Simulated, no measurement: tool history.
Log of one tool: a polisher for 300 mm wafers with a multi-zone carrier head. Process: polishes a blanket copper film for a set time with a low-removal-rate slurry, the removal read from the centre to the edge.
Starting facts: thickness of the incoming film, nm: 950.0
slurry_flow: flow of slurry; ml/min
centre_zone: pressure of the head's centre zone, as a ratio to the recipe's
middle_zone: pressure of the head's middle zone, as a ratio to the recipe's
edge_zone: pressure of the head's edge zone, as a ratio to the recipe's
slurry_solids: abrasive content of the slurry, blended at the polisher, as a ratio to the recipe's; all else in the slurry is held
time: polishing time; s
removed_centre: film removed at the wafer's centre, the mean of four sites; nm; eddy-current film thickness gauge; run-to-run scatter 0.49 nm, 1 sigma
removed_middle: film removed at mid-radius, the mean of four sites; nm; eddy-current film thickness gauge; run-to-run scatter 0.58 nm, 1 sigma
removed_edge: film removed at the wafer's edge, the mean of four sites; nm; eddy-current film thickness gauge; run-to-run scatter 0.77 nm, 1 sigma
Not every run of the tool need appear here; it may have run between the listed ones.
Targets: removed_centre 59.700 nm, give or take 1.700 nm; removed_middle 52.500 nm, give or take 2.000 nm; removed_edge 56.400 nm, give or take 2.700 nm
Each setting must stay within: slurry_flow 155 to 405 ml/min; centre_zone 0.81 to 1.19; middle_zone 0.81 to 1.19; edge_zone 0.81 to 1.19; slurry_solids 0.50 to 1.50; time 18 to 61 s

run 1 hour=0.0 | slurry_flow=260 centre_zone=1.00 middle_zone=1.00 edge_zone=1.00 slurry_solids=1.00 time=39 | removed_centre=97.480 removed_middle=95.247 removed_edge=96.798
run 2 hour=3.8 | slurry_flow=260 centre_zone=1.00 middle_zone=1.00 edge_zone=0.94 slurry_solids=1.00 time=39 | removed_centre=97.363 removed_middle=93.512 removed_edge=93.448
run 3 hour=8.0 | slurry_flow=260 centre_zone=1.00 middle_zone=1.00 edge_zone=0.94 slurry_solids=1.10 time=39 | removed_centre=99.689 removed_middle=97.132 removed_edge=94.044
run 4 hour=14.9 | slurry_flow=260 centre_zone=1.00 middle_zone=1.00 edge_zone=0.94 slurry_solids=1.30 time=39 | removed_centre=102.830 removed_middle=100.150 removed_edge=99.713
run 5 hour=20.8 | slurry_flow=205 centre_zone=1.00 middle_zone=1.00 edge_zone=0.94 slurry_solids=1.30 time=39 | removed_centre=97.589 removed_middle=98.482 removed_edge=94.448
run 6 hour=26.6 | slurry_flow=205 centre_zone=1.00 middle_zone=1.07 edge_zone=0.94 slurry_solids=1.30 time=39 | removed_centre=97.817 removed_middle=103.200 removed_edge=94.765
run 7 hour=35.4 | slurry_flow=210 centre_zone=1.00 middle_zone=1.04 edge_zone=0.94 slurry_solids=1.20 time=37 | removed_centre=91.522 removed_middle=94.224 removed_edge=88.865
run 8 hour=39.8 | slurry_flow=215 centre_zone=1.00 middle_zone=1.01 edge_zone=0.93 slurry_solids=1.10 time=35 | removed_centre=85.031 removed_middle=84.920 removed_edge=80.580
run 9 hour=42.1 | slurry_flow=220 centre_zone=0.99 middle_zone=0.98 edge_zone=0.93 slurry_solids=1.00 time=34 | removed_centre=80.928 removed_middle=80.979 removed_edge=80.349
run 10 hour=48.4 | slurry_flow=195 centre_zone=1.09 middle_zone=0.89 edge_zone=0.88 slurry_solids=0.75 time=23 | removed_centre=55.851 removed_middle=47.412 removed_edge=49.124

Exercise: of the 5 proposed moves below, exactly one satisfies all targets within the stated allowed misses. Which move is it?
run A hour=54.7 | slurry_flow=180 centre_zone=0.88 middle_zone=0.87 edge_zone=1.03 slurry_solids=0.70 time=26 | removed_centre=? removed_middle=? removed_edge=?
run B hour=54.7 | slurry_flow=190 centre_zone=1.02 middle_zone=0.89 edge_zone=0.90 slurry_solids=0.65 time=27 | removed_centre=? removed_middle=? removed_edge=?
run C hour=54.7 | slurry_flow=280 centre_zone=1.01 middle_zone=1.14 edge_zone=0.81 slurry_solids=0.75 time=21 | removed_centre=? removed_middle=? removed_edge=?
run D hour=54.7 | slurry_flow=175 centre_zone=1.12 middle_zone=0.94 edge_zone=0.95 slurry_solids=0.85 time=23 | removed_centre=? removed_middle=? removed_edge=?
run E hour=54.7 | slurry_flow=205 centre_zone=1.13 middle_zone=1.02 edge_zone=0.82 slurry_solids=0.70 time=21 | removed_centre=? removed_middle=? removed_edge=?

move=A removed_centre=50.036 removed_middle=50.971 removed_edge=58.179
move=B removed_centre=59.821 removed_middle=53.752 removed_edge=56.348
move=C removed_centre=50.334 removed_middle=55.838 removed_edge=44.529
move=D removed_centre=57.524 removed_middle=49.457 removed_edge=51.002
move=E removed_centre=52.846 removed_middle=48.062 removed_edge=42.908
A: meets the target for the result that was furthest off, but another lies outside its allowed miss
B: each result inside its tolerance
C: moves away from the targets compared with the last run
D: closes in on the targets versus the last run, not all within tolerance yet
E: moves away from the targets compared with the last run
B is the move that brings every result within its allowed miss.
